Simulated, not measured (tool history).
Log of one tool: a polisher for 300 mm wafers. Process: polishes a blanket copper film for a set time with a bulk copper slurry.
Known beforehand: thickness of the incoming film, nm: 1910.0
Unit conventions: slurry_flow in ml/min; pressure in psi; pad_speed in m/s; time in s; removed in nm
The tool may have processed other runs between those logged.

run 1 hour=0 | slurry_flow=315 pressure=2.5 pad_speed=1.14 slurry_solids=1 time=23 | removed=216.91
run 2 hour=8.5 | slurry_flow=315 pressure=2.7 pad_speed=1.14 slurry_solids=1 time=23 | removed=230.38
run 3 hour=15.5 | slurry_flow=315 pressure=2.3 pad_speed=1.12 slurry_solids=1 time=23 | removed=189.78
run 4 hour=20.6 | slurry_flow=315 pressure=2.1 pad_speed=1.12 slurry_solids=1 time=23 | removed=176.66
run 5 hour=24.8 | slurry_flow=315 pressure=1.9 pad_speed=1.12 slurry_solids=1 time=23 | removed=159.22
run 6 hour=32.3 | slurry_flow=315 pressure=1.8 pad_speed=1.12 slurry_solids=1 time=23 | removed=151.38
run 7 hour=33.3 | slurry_flow=315 pressure=1.7 pad_speed=1.12 slurry_solids=1 time=23 | removed=146.52
run 8 hour=40.2 | slurry_flow=315 pressure=1.6 pad_speed=1.12 slurry_solids=1 time=23 | removed=134.1

Run 9 comes next. What will it give?
run 9 hour=48 | slurry_flow=315 pressure=1.6 pad_speed=1.12 slurry_solids=1 time=23 | removed=?

removed: 135.97 nm
